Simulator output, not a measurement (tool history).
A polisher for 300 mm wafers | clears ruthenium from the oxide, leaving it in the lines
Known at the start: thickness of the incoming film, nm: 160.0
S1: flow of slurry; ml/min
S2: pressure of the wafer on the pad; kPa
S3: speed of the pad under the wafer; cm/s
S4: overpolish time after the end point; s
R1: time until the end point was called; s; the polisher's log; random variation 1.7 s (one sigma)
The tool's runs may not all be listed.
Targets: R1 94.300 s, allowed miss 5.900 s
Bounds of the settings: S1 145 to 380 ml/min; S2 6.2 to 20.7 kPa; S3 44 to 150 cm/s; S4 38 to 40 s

run	hour	S1	S2	S3	S4	R1
1	0.0	245	13.1	96	38	134.960
2	7.3	245	13.1	76	38	168.170
3	9.2	220	13.1	76	38	173.220
4	13.4	220	14.5	76	38	155.640
5	17.7	220	14.5	76	40	155.200
6	22.8	220	16.5	76	40	136.370
7	27.7	220	17.2	78	40	131.330
8	30.0	220	17.9	80	40	118.720
# hour 32.4: head pressure recalibrated
9	32.4	220	18.6	80	40	111.100
10	38.8	220	20.0	80	40	102.980

5 next moves are on the table. One of them brings every result within its allowed miss. Which?
A	45.2	205	20.0	100	40	?
B	45.2	255	20.7	98	40	?
C	45.2	280	20.7	82	38	?
D	45.2	265	20.7	96	38	?
E	45.2	260	19.3	98	40	?

move	R1
A	82.332
B	79.497
C	93.660
D	80.812
E	84.717
A: takes the result that was furthest off past its target
B: takes the result that was furthest off past its target
C: meets every target
D: takes the result that was furthest off past its target
E: takes the result that was furthest off past its target
The right move is C.
